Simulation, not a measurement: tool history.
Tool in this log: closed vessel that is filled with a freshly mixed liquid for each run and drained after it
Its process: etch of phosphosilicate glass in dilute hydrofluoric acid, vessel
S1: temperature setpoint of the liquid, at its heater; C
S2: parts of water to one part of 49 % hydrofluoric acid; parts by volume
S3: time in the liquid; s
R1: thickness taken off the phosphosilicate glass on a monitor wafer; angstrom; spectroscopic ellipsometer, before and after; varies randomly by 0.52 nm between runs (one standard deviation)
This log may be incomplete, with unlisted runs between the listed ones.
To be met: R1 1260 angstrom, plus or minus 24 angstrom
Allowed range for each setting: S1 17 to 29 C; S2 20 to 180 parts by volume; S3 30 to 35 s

| run | hour | S1 | S2 | S3 | R1 |
|---|---|---|---|---|---|
| 1 | 0 | 21 | 100 | 35 | 652.77 |
| 2 | 5.6 | 21 | 100 | 30 | 560.54 |
| 3 | 6.5 | 22.5 | 90 | 30 | 670.03 |
| 4 | 10 | 22.5 | 65 | 30 | 945.52 |
| 5 | 14.3 | 20.5 | 65 | 30 | 873.41 |
| 6 | 19.6 | 20.5 | 35 | 30 | 1686.2 |
| 7 | 21.7 | 20 | 40 | 30 | 1430.1 |
| 8 | 29.5 | 19.5 | 40 | 30 | 1403.5 |
| 9 | 34 | 19 | 40 | 30 | 1369.7 |
|  | 41.7 | thermometer replaced |
| 10 | 41.7 | 18.5 | 40 | 30 | 1454.6 |
| 11 | 44.8 | 18.5 | 45 | 30 | 1285.2 |

Of the 4 settings listed for the next run, only one would bring every result within its allowed miss of target. Which one?
| A | 47.9 | 19 | 45 | 30 | ? |
| B | 47.9 | 17 | 45 | 30 | ? |
| C | 47.9 | 17 | 50 | 35 | ? |
| D | 47.9 | 18.5 | 55 | 35 | ? |

| move | R1 |
|---|---|
| A | 1307.3 |
| B | 1198.8 |
| C | 1251.8 |
| D | 1207.2 |
A: its largest miss is bigger than the last run's
B: pushes the last run's worst result past its target
C: each result inside its tolerance
D: pushes the last run's worst result past its target
The right move is C.
